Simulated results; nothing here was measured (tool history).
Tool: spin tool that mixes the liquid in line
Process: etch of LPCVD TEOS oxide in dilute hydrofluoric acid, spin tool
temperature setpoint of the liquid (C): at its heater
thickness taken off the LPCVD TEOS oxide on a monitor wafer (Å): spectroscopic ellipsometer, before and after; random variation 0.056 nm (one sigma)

run,day,temperature setpoint of the liquid (C),parts of water to one part of 49 % hydrofluoric acid (parts by volume),time under the liquid (s),thickness taken off the LPCVD TEOS oxide on a monitor wafer (Å)
1,0.000,21.0,260,15,19.832
2,0.042,22.5,220,15,25.603
3,0.321,22.5,220,15,25.577
4,0.558,24.0,190,15,32.245
5,0.642,25.0,170,15,38.761
6,0.733,25.0,170,15,38.216
7,1.104,26.0,160,15,43.173

The next listed run, before its measurement:
8,1.221,26.5,155,15,?

thickness taken off the LPCVD TEOS oxide on a monitor wafer (Å): 45.932
